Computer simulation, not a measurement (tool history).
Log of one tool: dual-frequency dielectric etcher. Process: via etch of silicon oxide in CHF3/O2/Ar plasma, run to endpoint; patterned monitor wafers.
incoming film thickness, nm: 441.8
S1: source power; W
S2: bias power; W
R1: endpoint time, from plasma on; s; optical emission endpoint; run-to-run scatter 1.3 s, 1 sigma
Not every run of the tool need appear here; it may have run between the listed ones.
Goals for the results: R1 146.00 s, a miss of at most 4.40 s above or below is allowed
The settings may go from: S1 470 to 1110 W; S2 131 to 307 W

run	hour	S1	S2	R1
1	0.0	790	219	186.25
2	5.4	650	219	212.00
3	7.5	510	219	244.73
4	15.2	510	241	239.17
5	23.7	470	241	248.81
6	31.9	470	241	247.64
7	37.1	530	245	226.87
8	40.2	570	247	214.24
9	41.7	610	248	205.02
10	49.7	640	249	197.22
11	50.5	670	250	192.99
12	53.3	700	251	187.56
13	59.9	700	251	187.26
14	63.9	730	252	180.52
15	73.0	750	253	179.55
16	81.8	770	254	175.93
17	90.0	790	255	169.30

Which single option among these 5 for the next run brings every result within its allowed miss of target? Just one does.
A	98.2	880	268	?
B	98.2	810	282	?
C	98.2	1020	300	?
D	98.2	900	253	?
E	98.2	1040	257	?

move	R1
A	158.60
B	161.58
C	138.87
D	161.44
E	148.65
A: closes in on the targets versus the last run, not all within tolerance yet
B: closes in on the targets versus the last run, not all within tolerance yet
C: takes the result that was furthest off past its target
D: closes in on the targets versus the last run, not all within tolerance yet
E: all results land within tolerance of their targets
So the answer is move E, the one that meets all the targets.

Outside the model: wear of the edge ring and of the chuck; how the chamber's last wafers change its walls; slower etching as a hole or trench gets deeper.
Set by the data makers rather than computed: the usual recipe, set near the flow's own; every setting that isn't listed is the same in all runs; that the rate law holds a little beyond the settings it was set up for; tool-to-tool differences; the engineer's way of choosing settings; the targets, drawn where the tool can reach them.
